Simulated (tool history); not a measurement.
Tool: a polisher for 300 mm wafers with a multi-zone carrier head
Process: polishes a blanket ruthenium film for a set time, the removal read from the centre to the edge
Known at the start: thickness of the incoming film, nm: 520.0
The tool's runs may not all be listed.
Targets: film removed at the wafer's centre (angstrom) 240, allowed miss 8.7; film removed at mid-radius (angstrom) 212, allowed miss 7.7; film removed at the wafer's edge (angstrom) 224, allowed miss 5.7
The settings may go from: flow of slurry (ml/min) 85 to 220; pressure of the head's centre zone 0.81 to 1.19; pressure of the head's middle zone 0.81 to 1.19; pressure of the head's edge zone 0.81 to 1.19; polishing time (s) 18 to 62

run  hour  flow of slurry (ml/min)  pressure of the head's centre zone  pressure of the head's middle zone  pressure of the head's edge zone  polishing time (s)  film removed at the wafer's centre (angstrom)  film removed at mid-radius (angstrom)  film removed at the wafer's edge (angstrom)
  1     0                      140                                   1                                   1                                 1                  40                                         297.87                                 292.33                                       299.99
  2   5.4                      140                                   1                                   1                              1.05                  40                                            301                                 291.54                                       307.69
  3     6                      135                                1.01                                0.98                              1.01                  38                                         287.18                                 270.72                                       288.61
  4   6.8                      135                                1.01                                0.93                              1.01                  38                                         283.22                                    260                                       286.46
  5  12.8                      130                                1.02                                0.92                              0.97                  36                                         266.06                                 243.92                                       266.81
  6  14.2                      130                                1.02                                0.97                              0.97                  36                                         270.65                                 253.12                                       263.92
  7  17.3                      125                                1.02                                0.95                              0.94                  35                                         254.41                                 239.72                                       251.21
  8    25                      100                                1.09                                0.88                              0.84                  34                                         252.15                                 205.51                                       222.28

4 next moves are on the table. One of them brings every result within its allowed miss. Which?
  A  32.7                      100                                1.04                                0.96                              0.81                  33                                              ?                                      ?                                            ?
  B  32.7                      100                                1.19                                0.91                              0.81                  35                                              ?                                      ?                                            ?
  C  32.7                      105                                1.17                                0.84                              0.88                  33                                              ?                                      ?                                            ?
  D  32.7                      105                                1.03                                 0.9                              0.84                  34                                              ?                                      ?                                            ?

move  film removed at the wafer's centre (angstrom)  film removed at mid-radius (angstrom)  film removed at the wafer's edge (angstrom)
   A                                         225.32                                 216.55                                       212.18
   B                                          273.6                                 219.47                                       225.19
   C                                         257.91                                 196.64                                       222.77
   D                                         233.82                                 214.63                                       224.59
A: takes the result that was furthest off past its target
B: further off than the last run
C: further off than the last run
D: meets every target
Answer: D
